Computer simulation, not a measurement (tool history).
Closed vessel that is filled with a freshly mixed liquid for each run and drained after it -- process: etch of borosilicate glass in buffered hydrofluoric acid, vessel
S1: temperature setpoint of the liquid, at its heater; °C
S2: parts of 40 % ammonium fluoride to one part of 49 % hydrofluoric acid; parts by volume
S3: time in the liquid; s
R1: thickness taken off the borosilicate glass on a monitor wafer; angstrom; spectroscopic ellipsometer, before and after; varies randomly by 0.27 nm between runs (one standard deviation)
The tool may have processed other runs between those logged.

run,hour,S1,S2,S3,R1
1,0,23,19.5,30,157.97
2,6.3,23,16,30,186.03
3,7.6,23,16,30,185.48
4,8.8,21,16,30,167.33
5,17.6,24.5,16,30,201.14
6,22.6,24.5,16,30,205.2
# hour 30.7: hydrofluoric acid flow meter replaced
7,30.7,26.5,14.5,30,272.04
8,36.4,30.5,14.5,30,332.8

What will run 9 give?
9,39.2,30.5,14,30,?

R1: 344.62 angstrom
